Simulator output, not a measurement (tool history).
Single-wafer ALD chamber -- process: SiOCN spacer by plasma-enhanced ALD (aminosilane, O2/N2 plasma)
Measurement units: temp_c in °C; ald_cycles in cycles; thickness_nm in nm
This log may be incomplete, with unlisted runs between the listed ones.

run,hour,temp_c,ald_cycles,thickness_nm
1,0,415,71,3.7972
2,4.7,410,72,3.9214
3,6.8,404,72,3.9869
4,12.7,404,64,3.5339
5,13.9,413,64,3.4355
6,21,408,67,3.6663
7,27.5,404,69,3.8053

Estimate the outcome of run 8 from the log above:
8,30.2,402,70,?

Run 8 yielded thickness_nm 3.9075 nm.

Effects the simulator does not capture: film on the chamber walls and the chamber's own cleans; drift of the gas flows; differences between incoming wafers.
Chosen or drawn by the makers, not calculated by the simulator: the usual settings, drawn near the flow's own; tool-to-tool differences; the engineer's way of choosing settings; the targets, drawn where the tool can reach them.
